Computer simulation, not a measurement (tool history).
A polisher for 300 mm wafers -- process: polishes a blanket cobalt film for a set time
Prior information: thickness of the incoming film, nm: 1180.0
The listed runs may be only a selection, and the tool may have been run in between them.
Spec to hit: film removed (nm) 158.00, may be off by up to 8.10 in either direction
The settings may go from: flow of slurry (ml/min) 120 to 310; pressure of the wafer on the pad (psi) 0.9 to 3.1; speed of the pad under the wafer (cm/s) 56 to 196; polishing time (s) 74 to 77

| run | hour | flow of slurry (ml/min) | pressure of the wafer on the pad (psi) | speed of the pad under the wafer (cm/s) | polishing time (s) | film removed (nm) |
|---|---|---|---|---|---|---|
| 1 | 0.0 | 200 | 2.0 | 126 | 74 | 424.52 |
| 2 | 2.1 | 200 | 2.0 | 126 | 77 | 446.14 |
| 3 | 4.9 | 200 | 1.8 | 114 | 77 | 366.17 |
| 4 | 12.0 | 200 | 1.8 | 136 | 77 | 435.84 |
| 5 | 16.6 | 200 | 1.8 | 136 | 74 | 411.17 |
| 6 | 22.3 | 170 | 1.8 | 136 | 74 | 402.60 |
|  | 28.9 | head pressure recalibrated |
| 7 | 28.9 | 165 | 1.6 | 124 | 74 | 289.17 |
| 8 | 33.6 | 165 | 1.6 | 124 | 74 | 298.20 |
| 9 | 39.1 | 155 | 1.0 | 88 | 74 | 136.17 |
| 10 | 44.6 | 165 | 1.0 | 88 | 74 | 137.98 |

4 next moves are on the table. One of them brings every result within its allowed miss. Which?
| A | 50.1 | 190 | 0.9 | 88 | 74 | ? |
| B | 50.1 | 160 | 0.9 | 76 | 74 | ? |
| C | 50.1 | 170 | 1.0 | 104 | 74 | ? |
| D | 50.1 | 195 | 0.9 | 82 | 74 | ? |

| move | film removed (nm) |
|---|---|
| A | 124.84 |
| B | 105.87 |
| C | 159.29 |
| D | 117.09 |
A: further off than the last run
B: further off than the last run
C: all results land within tolerance of their targets
D: further off than the last run
Correct choice: C, which meets every target
